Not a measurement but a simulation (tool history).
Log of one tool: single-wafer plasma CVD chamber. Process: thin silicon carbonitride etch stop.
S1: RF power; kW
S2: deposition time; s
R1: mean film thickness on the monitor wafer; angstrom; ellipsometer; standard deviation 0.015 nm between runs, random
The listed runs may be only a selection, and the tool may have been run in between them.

run    day     S1    S2      R1
  1  0.000  0.240  7.62  49.151
  2  0.067  0.225  7.62  47.808
  3  0.225  0.200  7.62  45.295
  4  0.521  0.190  7.45  43.122
  5  0.604  0.190  8.20  47.631
  6  0.942  0.190  7.38  42.953
  7  1.296  0.185  7.27  41.691
  8  1.658  0.165  6.84  36.742
  9  2.033  0.170  6.85  37.104

Run 10 comes next. What will it give?
 10  2.204  0.195  6.97   ?

R1: 40.956 angstrom
